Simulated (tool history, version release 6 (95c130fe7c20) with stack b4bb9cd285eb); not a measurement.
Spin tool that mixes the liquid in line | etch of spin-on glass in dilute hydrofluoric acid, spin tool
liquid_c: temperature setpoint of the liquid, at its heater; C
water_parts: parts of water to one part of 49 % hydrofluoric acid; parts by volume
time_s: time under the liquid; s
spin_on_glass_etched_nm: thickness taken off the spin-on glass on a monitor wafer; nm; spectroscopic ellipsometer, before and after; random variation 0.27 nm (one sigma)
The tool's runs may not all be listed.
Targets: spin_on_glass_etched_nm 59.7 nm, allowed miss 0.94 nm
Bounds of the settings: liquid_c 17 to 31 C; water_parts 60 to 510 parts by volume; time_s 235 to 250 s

run    day  liquid_c  water_parts  time_s  spin_on_glass_etched_nm
  1      0        23          285     235                   21.406
  2  0.217        25          240     235                   28.263
  3  0.258      27.5          240     235                   31.057
  4   0.55        26          240     235                   29.489
  5  0.738        26          335     235                   19.173
  6  0.908        26          280     235                   24.277
  7  1.108      27.5          240     235                   31.046
  8  1.421      28.5          210     235                   37.988
  9  1.792        29          190     235                   44.099
 10  2.021      29.5          180     235                   47.784
 11  2.142        30          170     235                   52.543
 12  2.221      30.5          165     235                   55.072
 13    2.5        31          150     235                   63.006
 14  2.754      30.5          150     235                   61.656

Which of these 5 next moves meets every target?
  A  3.008      28.5          145     235                        ?
  B  3.008        30          160     240                        ?
  C  3.008        28          140     240                        ?
  D  3.008        31          170     250                        ?
  E  3.008      29.5          160     245                        ?

move  spin_on_glass_etched_nm
   A                   59.312
   B                   56.849
   C                   61.986
   D                   56.994
   E                   57.005
A: meets every target
B: takes the result that was furthest off past its target
C: further off than the last run
D: takes the result that was furthest off past its target
E: takes the result that was furthest off past its target
Move A is the one to make.
